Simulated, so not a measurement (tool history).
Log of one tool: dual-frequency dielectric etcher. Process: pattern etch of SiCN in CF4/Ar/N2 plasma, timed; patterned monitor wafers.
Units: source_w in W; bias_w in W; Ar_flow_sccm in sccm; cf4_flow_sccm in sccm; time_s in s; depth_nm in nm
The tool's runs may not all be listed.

run 1 day=0.000 | source_w=490 bias_w=98 Ar_flow_sccm=85 cf4_flow_sccm=77 time_s=38 | depth_nm=40.036
run 2 day=0.083 | source_w=460 bias_w=97 Ar_flow_sccm=85 cf4_flow_sccm=77 time_s=38 | depth_nm=37.132
run 3 day=0.450 | source_w=460 bias_w=88 Ar_flow_sccm=85 cf4_flow_sccm=77 time_s=38 | depth_nm=36.052
run 4 day=0.538 | source_w=460 bias_w=88 Ar_flow_sccm=99 cf4_flow_sccm=77 time_s=38 | depth_nm=34.862
run 5 day=0.738 | source_w=460 bias_w=94 Ar_flow_sccm=99 cf4_flow_sccm=77 time_s=38 | depth_nm=35.796
run 6 day=1.000 | source_w=500 bias_w=94 Ar_flow_sccm=99 cf4_flow_sccm=77 time_s=38 | depth_nm=38.976
run 7 day=1.125 | source_w=480 bias_w=94 Ar_flow_sccm=99 cf4_flow_sccm=77 time_s=38 | depth_nm=37.260
run 8 day=1.479 | source_w=460 bias_w=94 Ar_flow_sccm=99 cf4_flow_sccm=77 time_s=38 | depth_nm=35.627
run 9 day=1.671 | source_w=450 bias_w=94 Ar_flow_sccm=99 cf4_flow_sccm=77 time_s=38 | depth_nm=34.919

Run 10 comes next. What will it give?
run 10 day=1.983 | source_w=440 bias_w=94 Ar_flow_sccm=99 cf4_flow_sccm=77 time_s=38 | depth_nm=?

Run 10 gave depth_nm 34.059 nm.
